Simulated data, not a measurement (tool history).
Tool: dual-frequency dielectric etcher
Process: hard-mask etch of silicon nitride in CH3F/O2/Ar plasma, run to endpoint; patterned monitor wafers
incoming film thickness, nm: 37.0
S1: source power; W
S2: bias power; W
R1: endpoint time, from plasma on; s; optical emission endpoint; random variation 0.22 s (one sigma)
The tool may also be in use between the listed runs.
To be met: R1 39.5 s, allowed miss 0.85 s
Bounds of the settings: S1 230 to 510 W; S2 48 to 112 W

| run | hour | S1 | S2 | R1 |
|---|---|---|---|---|
| 1 | 0 | 370 | 80 | 46.354 |
| 2 | 6.7 | 380 | 81 | 45.422 |
| 3 | 13.5 | 360 | 81 | 46.077 |
| 4 | 18.7 | 320 | 81 | 48.862 |
| 5 | 22.7 | 260 | 81 | 53.218 |
| 6 | 27.9 | 280 | 82 | 51.786 |
| 7 | 29 | 300 | 83 | 49.719 |
| 8 | 31.2 | 320 | 84 | 48.277 |
| 9 | 39.3 | 340 | 85 | 46.616 |
| 10 | 41.1 | 410 | 91 | 42.423 |
| 11 | 42.4 | 420 | 91 | 41.927 |

5 next moves are on the table. One of them brings every result within its allowed miss. Which?
| A | 43.7 | 510 | 103 | ? |
| B | 43.7 | 510 | 84 | ? |
| C | 43.7 | 510 | 102 | ? |
| D | 43.7 | 510 | 107 | ? |
| E | 43.7 | 390 | 82 | ? |

| move | R1 |
|---|---|
| A | 37.745 |
| B | 39.831 |
| C | 37.846 |
| D | 37.35 |
| E | 44.737 |
A: takes the result that was furthest off past its target
B: meets every target
C: takes the result that was furthest off past its target
D: takes the result that was furthest off past its target
E: further off than the last run
Move B is the one to make.
